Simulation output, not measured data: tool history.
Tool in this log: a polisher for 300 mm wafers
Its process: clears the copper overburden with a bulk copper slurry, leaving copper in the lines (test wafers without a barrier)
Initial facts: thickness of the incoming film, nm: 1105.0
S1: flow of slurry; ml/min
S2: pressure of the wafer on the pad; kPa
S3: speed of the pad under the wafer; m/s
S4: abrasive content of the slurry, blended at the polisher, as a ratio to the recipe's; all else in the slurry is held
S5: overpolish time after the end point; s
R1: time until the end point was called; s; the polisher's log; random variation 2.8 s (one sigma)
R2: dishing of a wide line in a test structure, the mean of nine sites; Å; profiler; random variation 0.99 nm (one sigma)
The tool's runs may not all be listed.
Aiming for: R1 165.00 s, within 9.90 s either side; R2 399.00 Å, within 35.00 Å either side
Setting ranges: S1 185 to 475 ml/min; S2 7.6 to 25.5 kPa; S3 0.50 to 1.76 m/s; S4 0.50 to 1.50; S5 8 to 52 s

| run | hour | S1 | S2 | S3 | S4 | S5 | R1 | R2 |
|---|---|---|---|---|---|---|---|---|
| 1 | 0.0 | 305 | 16.5 | 1.12 | 1.00 | 26 | 121.76 | 628.98 |
| 2 | 7.2 | 305 | 14.5 | 1.18 | 1.00 | 22 | 125.11 | 597.33 |
| 3 | 14.3 | 305 | 17.2 | 1.18 | 1.00 | 22 | 109.78 | 646.11 |
| 4 | 16.1 | 305 | 17.2 | 1.18 | 1.15 | 22 | 104.50 | 662.94 |
| 5 | 18.3 | 305 | 17.2 | 1.18 | 1.05 | 22 | 106.00 | 646.28 |
| 6 | 26.0 | 305 | 17.2 | 1.18 | 1.25 | 22 | 101.80 | 658.02 |
| 7 | 28.4 | 310 | 15.2 | 1.18 | 1.25 | 19 | 114.03 | 581.53 |
| 8 | 31.4 | 315 | 11.0 | 1.16 | 1.25 | 8 | 157.47 | 291.56 |
| 9 | 39.1 | 315 | 11.0 | 1.14 | 1.25 | 11 | 162.75 | 356.40 |

Exactly one of the 4 candidate moves below puts every result within its allowed miss. Which one?
| A | 46.8 | 275 | 9.0 | 1.32 | 1.50 | 16 | ? | ? |
| B | 46.8 | 310 | 11.7 | 1.12 | 1.20 | 8 | ? | ? |
| C | 46.8 | 330 | 11.7 | 1.06 | 1.35 | 8 | ? | ? |
| D | 46.8 | 410 | 9.7 | 1.18 | 1.50 | 10 | ? | ? |

| move | R1 | R2 |
|---|---|---|
| A | 164.96 | 400.73 |
| B | 156.07 | 283.17 |
| C | 159.21 | 279.12 |
| D | 165.57 | 309.58 |
A: meets every target
B: further off than the last run
C: further off than the last run
D: further off than the last run
Go with A: it meets all targets.
